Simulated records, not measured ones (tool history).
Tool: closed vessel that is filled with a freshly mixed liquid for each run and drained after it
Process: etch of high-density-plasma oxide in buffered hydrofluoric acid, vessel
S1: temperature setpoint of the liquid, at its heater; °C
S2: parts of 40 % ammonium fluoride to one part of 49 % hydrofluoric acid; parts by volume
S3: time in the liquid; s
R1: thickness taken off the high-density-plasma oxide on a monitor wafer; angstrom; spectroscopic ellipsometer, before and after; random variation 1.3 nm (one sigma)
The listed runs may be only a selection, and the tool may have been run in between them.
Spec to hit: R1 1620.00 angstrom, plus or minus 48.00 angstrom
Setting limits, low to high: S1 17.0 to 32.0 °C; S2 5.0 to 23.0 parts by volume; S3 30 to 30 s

run,day,S1,S2,S3,R1
1,0.000,25.0,14.0,30,569.27
2,0.333,26.0,12.5,30,669.97
3,0.654,26.0,12.5,30,671.36
4,0.867,27.5,12.5,30,739.05
5,0.942,25.0,12.5,30,631.97
6,1.112,25.0,12.5,30,644.04
7,1.454,26.0,11.5,30,726.74
8,1.658,30.0,7.0,30,1471.40
# day 1.925: thermometer replaced
9,1.925,31.5,7.0,30,1739.40
10,2.067,31.0,7.0,30,1701.40

Consider the 5 candidate settings below. Which is the only one whose results all fall within their allowed miss of target?
A,2.208,31.5,7.5,30,?
B,2.208,30.0,7.5,30,?
C,2.208,30.5,6.5,30,?
D,2.208,32.0,7.0,30,?
E,2.208,29.0,7.0,30,?

move,R1
A,1631.20
B,1508.50
C,1778.60
D,1803.10
E,1541.80
A: hits every target within its allowed miss
B: pushes the last run's worst result past its target
C: lands further from the targets than the last run did
D: lands further from the targets than the last run did
E: pushes the last run's worst result past its target
So the answer is move A, the one that meets all the targets.

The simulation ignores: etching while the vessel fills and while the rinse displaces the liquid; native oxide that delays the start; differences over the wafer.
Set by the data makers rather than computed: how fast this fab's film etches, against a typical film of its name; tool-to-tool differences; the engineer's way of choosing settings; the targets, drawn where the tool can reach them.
